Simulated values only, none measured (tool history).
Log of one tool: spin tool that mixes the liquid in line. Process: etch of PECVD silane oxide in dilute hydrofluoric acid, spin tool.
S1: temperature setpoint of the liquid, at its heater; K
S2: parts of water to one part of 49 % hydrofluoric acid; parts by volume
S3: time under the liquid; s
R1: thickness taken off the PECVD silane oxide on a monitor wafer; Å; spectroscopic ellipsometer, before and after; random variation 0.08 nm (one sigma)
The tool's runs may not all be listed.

| run | hour | S1 | S2 | S3 | R1 |
|---|---|---|---|---|---|
| 1 | 0 | 297.15 | 175 | 30 | 58.955 |
| 2 | 5.3 | 297.15 | 175 | 20 | 38.84 |
| 3 | 12.6 | 297.15 | 225 | 20 | 28.774 |
| 4 | 18 | 299.15 | 175 | 20 | 42.086 |
| 5 | 25 | 300.15 | 130 | 20 | 61.906 |
| 6 | 29 | 301.15 | 105 | 20 | 82.005 |
| 7 | 36.1 | 302.15 | 90 | 20 | 102.59 |
| 8 | 39.2 | 303.15 | 85 | 20 | 113.54 |

Forecast run 9:
| 9 | 41 | 303.65 | 85 | 20 | ? |

{"run 9": {"R1": 116.84}}

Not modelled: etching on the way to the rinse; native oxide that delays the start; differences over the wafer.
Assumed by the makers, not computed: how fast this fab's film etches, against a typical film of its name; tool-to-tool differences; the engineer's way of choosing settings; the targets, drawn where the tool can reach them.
